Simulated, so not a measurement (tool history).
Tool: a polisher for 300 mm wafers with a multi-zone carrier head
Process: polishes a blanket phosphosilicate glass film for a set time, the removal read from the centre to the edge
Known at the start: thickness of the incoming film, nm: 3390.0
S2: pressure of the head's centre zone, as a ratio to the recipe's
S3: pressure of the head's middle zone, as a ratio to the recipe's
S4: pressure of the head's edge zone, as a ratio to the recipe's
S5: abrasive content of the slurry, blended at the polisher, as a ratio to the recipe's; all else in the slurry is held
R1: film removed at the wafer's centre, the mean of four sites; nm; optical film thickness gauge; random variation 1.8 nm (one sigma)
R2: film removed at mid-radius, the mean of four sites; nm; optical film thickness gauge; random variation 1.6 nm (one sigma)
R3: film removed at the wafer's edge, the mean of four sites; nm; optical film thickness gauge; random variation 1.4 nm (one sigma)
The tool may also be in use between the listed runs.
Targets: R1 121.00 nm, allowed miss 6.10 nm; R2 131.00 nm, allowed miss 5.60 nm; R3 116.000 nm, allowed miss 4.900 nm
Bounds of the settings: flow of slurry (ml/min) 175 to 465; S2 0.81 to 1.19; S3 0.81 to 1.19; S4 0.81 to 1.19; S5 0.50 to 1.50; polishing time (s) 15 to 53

run 1 hour=0.0 | flow_of_slurry_(ml/min)=295 S2=1.00 S3=1.00 S4=1.00 S5=1.00 polishing_time_(s)=34 | R1=170.82 R2=173.64 R3=168.870
run 2 hour=2.8 | flow_of_slurry_(ml/min)=295 S2=1.00 S3=1.00 S4=1.05 S5=1.00 polishing_time_(s)=34 | R1=166.56 R2=173.32 R3=172.910
run 3 hour=5.7 | flow_of_slurry_(ml/min)=295 S2=0.99 S3=1.01 S4=1.03 S5=0.90 polishing_time_(s)=33 | R1=147.33 R2=159.54 R3=157.000
run 4 hour=14.7 | flow_of_slurry_(ml/min)=295 S2=1.00 S3=1.02 S4=1.00 S5=0.85 polishing_time_(s)=33 | R1=148.12 R2=150.74 R3=145.880
run 5 hour=23.0 | flow_of_slurry_(ml/min)=295 S2=0.99 S3=1.03 S4=0.98 S5=0.80 polishing_time_(s)=33 | R1=137.92 R2=144.70 R3=140.040
run 6 hour=25.5 | flow_of_slurry_(ml/min)=295 S2=0.99 S3=1.04 S4=0.96 S5=0.80 polishing_time_(s)=33 | R1=138.45 R2=147.63 R3=140.710
run 7 hour=34.3 | flow_of_slurry_(ml/min)=295 S2=0.99 S3=1.05 S4=0.94 S5=0.75 polishing_time_(s)=33 | R1=134.62 R2=141.88 R3=132.840
run 8 hour=35.9 | flow_of_slurry_(ml/min)=295 S2=0.99 S3=1.06 S4=0.92 S5=0.75 polishing_time_(s)=33 | R1=134.44 R2=147.65 R3=130.100
run 9 hour=40.2 | flow_of_slurry_(ml/min)=295 S2=0.99 S3=1.05 S4=0.91 S5=0.75 polishing_time_(s)=33 | R1=132.35 R2=142.97 R3=129.090
run 10 hour=48.1 | flow_of_slurry_(ml/min)=295 S2=0.99 S3=1.05 S4=0.91 S5=0.75 polishing_time_(s)=33 | R1=132.89 R2=140.34 R3=130.380
run 11 hour=53.4 | flow_of_slurry_(ml/min)=295 S2=0.99 S3=1.05 S4=0.90 S5=0.75 polishing_time_(s)=33 | R1=134.87 R2=143.10 R3=128.630
run 12 hour=55.4 | flow_of_slurry_(ml/min)=295 S2=0.98 S3=1.05 S4=0.89 S5=0.75 polishing_time_(s)=33 | R1=130.86 R2=144.79 R3=126.870
-- hour=56.9 slurry nozzle cleaned
run 13 hour=56.9 | flow_of_slurry_(ml/min)=295 S2=0.98 S3=1.04 S4=0.88 S5=0.75 polishing_time_(s)=33 | R1=137.51 R2=148.58 R3=130.770
run 14 hour=58.1 | flow_of_slurry_(ml/min)=295 S2=0.99 S3=1.05 S4=0.89 S5=0.75 polishing_time_(s)=33 | R1=138.14 R2=150.80 R3=133.730
run 15 hour=60.2 | flow_of_slurry_(ml/min)=300 S2=0.99 S3=1.06 S4=0.89 S5=0.70 polishing_time_(s)=33 | R1=131.25 R2=139.97 R3=125.860
run 16 hour=64.8 | flow_of_slurry_(ml/min)=295 S2=0.99 S3=1.06 S4=0.89 S5=0.70 polishing_time_(s)=33 | R1=131.59 R2=141.77 R3=124.390
run 17 hour=68.6 | flow_of_slurry_(ml/min)=285 S2=0.95 S3=1.02 S4=0.84 S5=0.60 polishing_time_(s)=33 | R1=109.60 R2=118.03 R3=102.510
run 18 hour=77.0 | flow_of_slurry_(ml/min)=300 S2=0.95 S3=1.03 S4=0.85 S5=0.60 polishing_time_(s)=33 | R1=109.41 R2=116.27 R3=104.780
run 19 hour=82.5 | flow_of_slurry_(ml/min)=300 S2=0.96 S3=1.04 S4=0.86 S5=0.60 polishing_time_(s)=33 | R1=108.13 R2=120.09 R3=105.520
run 20 hour=91.2 | flow_of_slurry_(ml/min)=300 S2=0.97 S3=1.05 S4=0.86 S5=0.60 polishing_time_(s)=33 | R1=112.01 R2=121.74 R3=108.870

Which of these 4 next moves meets every target?
run A hour=99.9 | flow_of_slurry_(ml/min)=340 S2=0.96 S3=1.03 S4=1.05 S5=0.50 polishing_time_(s)=39 | R1=? R2=? R3=?
run B hour=99.9 | flow_of_slurry_(ml/min)=335 S2=0.96 S3=1.03 S4=0.86 S5=0.65 polishing_time_(s)=33 | R1=? R2=? R3=?
run C hour=99.9 | flow_of_slurry_(ml/min)=355 S2=1.10 S3=0.95 S4=0.93 S5=0.50 polishing_time_(s)=41 | R1=? R2=? R3=?
run D hour=99.9 | flow_of_slurry_(ml/min)=355 S2=1.04 S3=0.96 S4=0.82 S5=0.55 polishing_time_(s)=34 | R1=? R2=? R3=?

move=A R1=106.63 R2=117.88 R3=111.690
move=B R1=121.32 R2=134.16 R3=116.240
move=C R1=129.02 R2=116.11 R3=111.500
move=D R1=114.03 R2=109.59 R3=98.773
A: further off than the last run
B: meets every target
C: further off than the last run
D: further off than the last run
The right move is B.

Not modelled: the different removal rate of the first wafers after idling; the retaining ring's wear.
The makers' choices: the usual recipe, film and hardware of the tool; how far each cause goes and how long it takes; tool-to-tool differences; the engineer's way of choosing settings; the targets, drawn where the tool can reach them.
